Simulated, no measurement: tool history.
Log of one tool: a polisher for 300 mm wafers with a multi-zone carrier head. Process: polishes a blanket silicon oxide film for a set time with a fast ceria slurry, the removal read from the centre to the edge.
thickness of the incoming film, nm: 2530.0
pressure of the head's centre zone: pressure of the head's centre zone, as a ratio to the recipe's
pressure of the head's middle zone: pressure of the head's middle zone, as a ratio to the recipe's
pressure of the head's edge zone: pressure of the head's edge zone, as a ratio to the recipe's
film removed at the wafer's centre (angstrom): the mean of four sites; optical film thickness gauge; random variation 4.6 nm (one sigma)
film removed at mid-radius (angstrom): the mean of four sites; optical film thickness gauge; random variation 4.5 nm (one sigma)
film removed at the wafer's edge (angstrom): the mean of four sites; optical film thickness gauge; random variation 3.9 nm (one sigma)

run  hour  flow of slurry (ml/min)  pressure of the head's centre zone  pressure of the head's middle zone  pressure of the head's edge zone  polishing time (s)  film removed at the wafer's centre (angstrom)  film removed at mid-radius (angstrom)  film removed at the wafer's edge (angstrom)
  1   0.0                      315                                1.00                                1.00                              1.00                  37                                         7575.6                                 7563.0                                       7496.9
  2   2.8                      315                                1.00                                1.07                              1.00                  37                                         7436.5                                 8166.5                                       7501.8
  3   7.7                      315                                1.00                                1.01                              1.00                  37                                         7398.1                                 7613.3                                       7566.5
  4  16.7                      305                                1.01                                1.00                              0.97                  33                                         6739.5                                 6684.7                                       6566.3
  5  24.5                      275                                1.01                                1.00                              0.97                  33                                         6614.3                                 6626.7                                       6672.0
  6  31.3                      295                                1.00                                0.99                              0.95                  30                                         5945.1                                 6105.0                                       5987.8

Run 7 comes next. What will it give?
  7  35.1                      310                                1.01                                0.98                              0.93                  28                                              ?                                      ?                                            ?

Run 7 gave film removed at the wafer's centre (angstrom) 5662.0, film removed at mid-radius (angstrom) 5587.2, film removed at the wafer's edge (angstrom) 5382.7.
